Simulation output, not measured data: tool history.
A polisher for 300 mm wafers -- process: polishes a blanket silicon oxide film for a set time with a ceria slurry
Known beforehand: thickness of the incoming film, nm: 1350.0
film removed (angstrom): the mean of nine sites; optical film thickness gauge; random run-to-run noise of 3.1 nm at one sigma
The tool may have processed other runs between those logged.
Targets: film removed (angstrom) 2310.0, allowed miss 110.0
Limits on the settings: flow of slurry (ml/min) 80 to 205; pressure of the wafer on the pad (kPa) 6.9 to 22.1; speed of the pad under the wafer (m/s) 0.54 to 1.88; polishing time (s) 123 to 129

run  hour  flow of slurry (ml/min)  pressure of the wafer on the pad (kPa)  speed of the pad under the wafer (m/s)  polishing time (s)  film removed (angstrom)
  1   0.0                      135                                    14.5                                    1.20                 123                   4508.8
  2   8.8                      135                                    14.5                                    1.38                 123                   5093.8
  3  17.4                      130                                    11.7                                    1.26                 123                   3889.0
  4  20.6                      130                                    11.7                                    1.42                 123                   4376.7
  5  25.0                      125                                    10.3                                    1.28                 123                   3493.1
  6  27.6                      125                                    10.3                                    1.14                 123                   3148.2
  7  31.8                      120                                     9.0                                    1.12                 123                   2751.8
  8  39.1                      115                                     8.3                                    1.12                 123                   2465.4
  9  40.8                      110                                     8.3                                    1.12                 123                   2551.0

5 candidate next runs follow, results not yet known. Just one meets every target within its allowed miss. Identify it.
  A  42.5                      130                                    10.3                                    1.04                 126                        ?
  B  42.5                       80                                     8.3                                    1.26                 128                        ?
  C  42.5                      100                                     9.0                                    0.96                 123                        ?
  D  42.5                      110                                     7.6                                    1.30                 128                        ?
  E  42.5                      105                                     7.6                                    1.26                 129                        ?

move  film removed (angstrom)
   A                   2925.5
   B                   2760.3
   C                   2253.2
   D                   2763.9
   E                   2685.0
A: moves away from the targets compared with the last run
B: moves away from the targets compared with the last run
C: each result inside its tolerance
D: moves away from the targets compared with the last run
E: moves away from the targets compared with the last run
The right move is C.

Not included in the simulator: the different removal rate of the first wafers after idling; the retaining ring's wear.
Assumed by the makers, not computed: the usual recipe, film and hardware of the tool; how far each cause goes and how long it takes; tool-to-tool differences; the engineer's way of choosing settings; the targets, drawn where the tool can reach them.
